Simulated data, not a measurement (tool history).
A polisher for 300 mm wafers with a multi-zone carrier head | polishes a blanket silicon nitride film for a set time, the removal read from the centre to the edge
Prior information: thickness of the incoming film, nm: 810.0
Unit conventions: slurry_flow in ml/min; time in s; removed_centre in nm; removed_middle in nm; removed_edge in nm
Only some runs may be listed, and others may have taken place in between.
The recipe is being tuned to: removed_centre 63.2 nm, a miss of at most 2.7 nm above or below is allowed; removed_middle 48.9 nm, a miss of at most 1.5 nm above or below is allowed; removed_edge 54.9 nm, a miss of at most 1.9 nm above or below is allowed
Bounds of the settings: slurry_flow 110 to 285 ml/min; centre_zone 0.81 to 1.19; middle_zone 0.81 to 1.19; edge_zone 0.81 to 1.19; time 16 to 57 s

{"run": 1, "hour": 0.0, "slurry_flow": 180, "centre_zone": 1, "middle_zone": 1, "edge_zone": 1, "time": 36, "removed_centre": 56.769, "removed_middle": 55.796, "removed_edge": 57.766}
{"run": 2, "hour": 1.1, "slurry_flow": 175, "centre_zone": 1.04, "middle_zone": 0.97, "edge_zone": 0.99, "time": 36, "removed_centre": 57.916, "removed_middle": 54.076, "removed_edge": 56.145}
{"run": 3, "hour": 8.6, "slurry_flow": 175, "centre_zone": 1.04, "middle_zone": 0.94, "edge_zone": 0.99, "time": 36, "removed_centre": 60.041, "removed_middle": 52.484, "removed_edge": 56.876}
{"run": 4, "hour": 12.3, "slurry_flow": 175, "centre_zone": 1.04, "middle_zone": 0.94, "edge_zone": 0.99, "time": 41, "removed_centre": 64.813, "removed_middle": 60.272, "removed_edge": 63.424}
{"run": 5, "hour": 13.9, "slurry_flow": 165, "centre_zone": 1.05, "middle_zone": 0.9, "edge_zone": 0.97, "time": 40, "removed_centre": 63.789, "removed_middle": 56.837, "removed_edge": 61.235}
{"run": 6, "hour": 16.0, "slurry_flow": 165, "centre_zone": 1.05, "middle_zone": 0.95, "edge_zone": 0.97, "time": 40, "removed_centre": 65.168, "removed_middle": 58.033, "removed_edge": 61.001}
{"run": 7, "hour": 18.6, "slurry_flow": 155, "centre_zone": 1.06, "middle_zone": 0.92, "edge_zone": 0.95, "time": 39, "removed_centre": 63.39, "removed_middle": 56.396, "removed_edge": 58.896}
{"run": 8, "hour": 24.3, "slurry_flow": 155, "centre_zone": 1.08, "middle_zone": 0.89, "edge_zone": 0.95, "time": 38, "removed_centre": 62.609, "removed_middle": 52.377, "removed_edge": 57.592}
{"run": 9, "hour": 32.0, "slurry_flow": 150, "centre_zone": 1.09, "middle_zone": 0.88, "edge_zone": 0.94, "time": 38, "removed_centre": 64.856, "removed_middle": 51.261, "removed_edge": 57.597}
{"run": 10, "hour": 36.5, "slurry_flow": 145, "centre_zone": 1.09, "middle_zone": 0.87, "edge_zone": 0.93, "time": 38, "removed_centre": 64.928, "removed_middle": 50.828, "removed_edge": 57.705}
{"run": 11, "hour": 44.1, "slurry_flow": 145, "centre_zone": 1.09, "middle_zone": 0.87, "edge_zone": 0.92, "time": 38, "removed_centre": 63.598, "removed_middle": 50.573, "removed_edge": 56.793}
{"run": 12, "hour": 52.9, "slurry_flow": 145, "centre_zone": 1.09, "middle_zone": 0.87, "edge_zone": 0.92, "time": 38, "removed_centre": 62.396, "removed_middle": 51.103, "removed_edge": 57.884}

Below are 4 possible settings for the next run. Only one of them brings all results inside the allowed miss of their targets. Which is it?
{"run": "A", "hour": 61.7, "slurry_flow": 145, "centre_zone": 1.06, "middle_zone": 0.85, "edge_zone": 0.96, "time": 41, "removed_centre": "?", "removed_middle": "?", "removed_edge": "?"}
{"run": "B", "hour": 61.7, "slurry_flow": 150, "centre_zone": 1.02, "middle_zone": 0.84, "edge_zone": 0.95, "time": 41, "removed_centre": "?", "removed_middle": "?", "removed_edge": "?"}
{"run": "C", "hour": 61.7, "slurry_flow": 190, "centre_zone": 1.06, "middle_zone": 0.95, "edge_zone": 0.92, "time": 36, "removed_centre": "?", "removed_middle": "?", "removed_edge": "?"}
{"run": "D", "hour": 61.7, "slurry_flow": 170, "centre_zone": 1.09, "middle_zone": 0.83, "edge_zone": 0.9, "time": 37, "removed_centre": "?", "removed_middle": "?", "removed_edge": "?"}

move=A removed_centre=65.895 removed_middle=55.231 removed_edge=61.905
move=B removed_centre=63.677 removed_middle=54.927 removed_edge=61.785
move=C removed_centre=59.932 removed_middle=54.837 removed_edge=54.408
move=D removed_centre=62.428 removed_middle=49.779 removed_edge=54.951
A: further off than the last run
B: further off than the last run
C: brings the result that was furthest off to its target, and leaves another outside
D: all results in spec
D is the move that brings every result within its allowed miss.

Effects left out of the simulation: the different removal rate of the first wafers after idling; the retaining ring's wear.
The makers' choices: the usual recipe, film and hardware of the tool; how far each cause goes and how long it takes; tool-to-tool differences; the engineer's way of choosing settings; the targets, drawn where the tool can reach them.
